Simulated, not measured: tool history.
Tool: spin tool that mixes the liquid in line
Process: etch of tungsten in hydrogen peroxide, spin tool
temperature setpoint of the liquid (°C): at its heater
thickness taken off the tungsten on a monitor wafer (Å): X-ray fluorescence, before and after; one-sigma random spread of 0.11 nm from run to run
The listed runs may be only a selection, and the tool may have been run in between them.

| run | hour | temperature setpoint of the liquid (°C) | concentration of hydrogen peroxide in the mixed liquid (% by weight) | time under the liquid (s) | thickness taken off the tungsten on a monitor wafer (Å) |
|---|---|---|---|---|---|
| 1 | 0.0 | 43.0 | 19.5 | 55 | 289.61 |
| 2 | 2.2 | 43.0 | 19.5 | 60 | 316.96 |
| 3 | 3.0 | 41.5 | 19.5 | 60 | 286.03 |
| 4 | 9.8 | 40.5 | 19.5 | 60 | 268.32 |
|  | 12.3 | new drum of peroxide connected |
| 5 | 12.3 | 44.0 | 19.5 | 60 | 344.26 |
| 6 | 21.1 | 47.5 | 19.5 | 60 | 426.20 |
| 7 | 24.1 | 45.5 | 19.5 | 60 | 376.63 |

Run 8 has not been measured yet. What should we expect?
| 8 | 30.4 | 43.5 | 19.5 | 60 | ? |

thickness taken off the tungsten on a monitor wafer (Å): 335.44

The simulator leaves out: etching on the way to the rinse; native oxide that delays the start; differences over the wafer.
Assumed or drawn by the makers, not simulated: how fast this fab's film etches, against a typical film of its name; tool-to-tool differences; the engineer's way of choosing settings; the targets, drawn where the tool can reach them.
